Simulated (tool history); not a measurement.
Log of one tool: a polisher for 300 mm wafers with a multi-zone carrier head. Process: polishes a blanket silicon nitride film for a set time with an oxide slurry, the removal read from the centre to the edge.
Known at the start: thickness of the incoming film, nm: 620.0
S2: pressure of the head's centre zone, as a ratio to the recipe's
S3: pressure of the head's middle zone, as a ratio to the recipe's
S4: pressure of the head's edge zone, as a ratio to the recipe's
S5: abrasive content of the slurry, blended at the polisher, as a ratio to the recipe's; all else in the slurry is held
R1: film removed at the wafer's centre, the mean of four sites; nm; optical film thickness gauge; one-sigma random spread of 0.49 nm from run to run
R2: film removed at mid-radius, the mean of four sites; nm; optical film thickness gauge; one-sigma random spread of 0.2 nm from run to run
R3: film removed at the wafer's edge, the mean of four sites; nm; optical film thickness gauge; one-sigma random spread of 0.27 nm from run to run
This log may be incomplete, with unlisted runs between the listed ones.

run 1 hour=0 | flow_of_slurry_(ml/min)=140 S2=1 S3=1 S4=1 S5=1 polishing_time_(s)=39 | R1=24.559 R2=25.068 R3=25.275
run 2 hour=3.4 | flow_of_slurry_(ml/min)=140 S2=1.05 S3=1 S4=1 S5=1 polishing_time_(s)=39 | R1=26.226 R2=24.994 R3=25.62
run 3 hour=11.7 | flow_of_slurry_(ml/min)=140 S2=1.05 S3=1 S4=0.94 S5=1 polishing_time_(s)=39 | R1=26.886 R2=24.998 R3=24.795
run 4 hour=19.1 | flow_of_slurry_(ml/min)=140 S2=1.05 S3=1 S4=0.94 S5=1.15 polishing_time_(s)=39 | R1=28.739 R2=26.501 R3=26.089
run 5 hour=27.4 | flow_of_slurry_(ml/min)=140 S2=1.05 S3=1 S4=0.97 S5=1.15 polishing_time_(s)=39 | R1=27.656 R2=26.737 R3=26.706
run 6 hour=34.3 | flow_of_slurry_(ml/min)=160 S2=1.1 S3=0.96 S4=1.01 S5=1.2 polishing_time_(s)=39 | R1=30.411 R2=26.909 R3=28.57

What does the tool deliver on the next run?
run 7 hour=40.2 | flow_of_slurry_(ml/min)=175 S2=1.13 S3=0.94 S4=1.05 S5=1.25 polishing_time_(s)=39 | R1=? R2=? R3=?

{"run 7": {"R1": 32.965, "R2": 27.382, "R3": 29.49}}

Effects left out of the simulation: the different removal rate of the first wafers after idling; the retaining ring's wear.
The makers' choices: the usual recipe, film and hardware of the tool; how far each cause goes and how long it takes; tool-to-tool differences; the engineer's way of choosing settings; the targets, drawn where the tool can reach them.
